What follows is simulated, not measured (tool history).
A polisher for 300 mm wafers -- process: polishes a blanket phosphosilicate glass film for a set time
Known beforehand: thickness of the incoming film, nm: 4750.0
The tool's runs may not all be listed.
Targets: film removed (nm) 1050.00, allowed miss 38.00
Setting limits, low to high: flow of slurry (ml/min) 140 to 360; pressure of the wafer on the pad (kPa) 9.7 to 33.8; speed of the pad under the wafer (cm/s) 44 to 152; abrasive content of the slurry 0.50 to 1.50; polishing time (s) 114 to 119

run,day,flow of slurry (ml/min),pressure of the wafer on the pad (kPa),speed of the pad under the wafer (cm/s),abrasive content of the slurry,polishing time (s),film removed (nm)
1,0.000,230,21.4,98,1.00,114,715.01
2,0.092,230,21.4,122,1.00,114,832.03
3,0.467,230,22.1,122,1.00,114,851.82
4,0.700,230,22.1,122,1.00,114,863.36
5,0.971,230,22.1,108,1.00,114,789.43
6,1.221,230,22.8,108,1.00,114,798.96
7,1.438,230,23.4,108,1.00,114,810.20
8,1.808,230,24.1,108,1.00,114,862.27
9,2.104,230,24.8,108,1.00,114,873.36
10,2.271,230,25.5,108,1.00,114,903.14
11,2.542,230,26.2,108,1.00,114,921.05
12,2.833,230,26.9,108,1.00,114,936.76
13,3.150,230,27.6,108,1.00,114,970.97

Which one of the following 5 next-run settings gets every result inside its allowed miss? There is exactly one.
A,3.467,245,29.6,116,1.00,119,?
B,3.467,290,30.3,118,0.95,115,?
C,3.467,205,33.8,104,0.95,116,?
D,3.467,230,31.7,112,0.90,119,?
E,3.467,295,29.6,102,1.00,116,?

move,film removed (nm)
A,1140.90
B,1119.70
C,1112.40
D,1099.80
E,1035.30
A: takes the result that was furthest off past its target
B: takes the result that was furthest off past its target
C: takes the result that was furthest off past its target
D: takes the result that was furthest off past its target
E: all results land within tolerance of their targets
E meets every target.
